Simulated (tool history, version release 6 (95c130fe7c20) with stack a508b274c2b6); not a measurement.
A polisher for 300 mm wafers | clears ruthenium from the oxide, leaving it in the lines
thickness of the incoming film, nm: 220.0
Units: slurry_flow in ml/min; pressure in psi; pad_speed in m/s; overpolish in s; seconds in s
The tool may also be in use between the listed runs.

Run 1, hour 0: slurry_flow 185 ml/min, pressure 2.4 psi, pad_speed 0.98 m/s, overpolish 4 s. Result: seconds 154.98 s.
Run 2, hour 1.2: slurry_flow 185 ml/min, pressure 2.4 psi, pad_speed 0.98 m/s, overpolish 4 s. Result: seconds 160.41 s.
Run 3, hour 3.9: slurry_flow 185 ml/min, pressure 2.1 psi, pad_speed 0.96 m/s, overpolish 4 s. Result: seconds 186.99 s.
Run 4, hour 11.7: slurry_flow 185 ml/min, pressure 1.9 psi, pad_speed 0.96 m/s, overpolish 4 s. Result: seconds 200.79 s.
Run 5, hour 16.9: slurry_flow 185 ml/min, pressure 1.9 psi, pad_speed 0.96 m/s, overpolish 4 s. Result: seconds 206.26 s.
Run 6, hour 21.6: slurry_flow 185 ml/min, pressure 1.9 psi, pad_speed 1.18 m/s, overpolish 4 s. Result: seconds 178.37 s.
Run 7, hour 26: slurry_flow 185 ml/min, pressure 1.7 psi, pad_speed 1.16 m/s, overpolish 4 s. Result: seconds 202.25 s.

The next listed run, before its measurement:
Run 8, hour 33.1: slurry_flow 180 ml/min, pressure 1.1 psi, pad_speed 1.08 m/s, overpolish 4 s. Result: seconds ?.

Run 8 gave seconds 314.25 s.
